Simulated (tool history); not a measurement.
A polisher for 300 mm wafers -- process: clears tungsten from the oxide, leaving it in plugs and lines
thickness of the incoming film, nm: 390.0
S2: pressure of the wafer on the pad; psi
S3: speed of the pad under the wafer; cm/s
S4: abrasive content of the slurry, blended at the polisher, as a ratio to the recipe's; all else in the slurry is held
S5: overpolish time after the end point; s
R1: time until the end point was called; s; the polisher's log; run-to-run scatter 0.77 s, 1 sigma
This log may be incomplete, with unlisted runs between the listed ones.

{"run": 1, "hour": 0.0, "flow of slurry (ml/min)": 135, "S2": 4.9, "S3": 84, "S4": 1.0, "S5": 11, "R1": 78.734}
{"run": 2, "hour": 2.7, "flow of slurry (ml/min)": 135, "S2": 5.1, "S3": 84, "S4": 1.0, "S5": 11, "R1": 76.306}
{"run": 3, "hour": 5.1, "flow of slurry (ml/min)": 135, "S2": 5.1, "S3": 84, "S4": 1.1, "S5": 11, "R1": 73.787}
{"run": 4, "hour": 6.8, "flow of slurry (ml/min)": 165, "S2": 5.1, "S3": 84, "S4": 1.1, "S5": 11, "R1": 71.982}
{"run": 5, "hour": 15.7, "flow of slurry (ml/min)": 195, "S2": 5.1, "S3": 84, "S4": 1.1, "S5": 11, "R1": 69.686}
{"run": 6, "hour": 23.1, "flow of slurry (ml/min)": 195, "S2": 4.6, "S3": 84, "S4": 1.1, "S5": 11, "R1": 77.715}
{"run": 7, "hour": 26.7, "flow of slurry (ml/min)": 195, "S2": 4.7, "S3": 84, "S4": 1.1, "S5": 11, "R1": 76.794}
{"run": 8, "hour": 29.7, "flow of slurry (ml/min)": 195, "S2": 4.8, "S3": 84, "S4": 1.1, "S5": 11, "R1": 75.204}

Run 9, settings as shown, results not yet in. Your forecast:
{"run": 9, "hour": 32.7, "flow of slurry (ml/min)": 195, "S2": 4.9, "S3": 84, "S4": 1.1, "S5": 11, "R1": "?"}

Logged for run 9: R1 72.851 s.

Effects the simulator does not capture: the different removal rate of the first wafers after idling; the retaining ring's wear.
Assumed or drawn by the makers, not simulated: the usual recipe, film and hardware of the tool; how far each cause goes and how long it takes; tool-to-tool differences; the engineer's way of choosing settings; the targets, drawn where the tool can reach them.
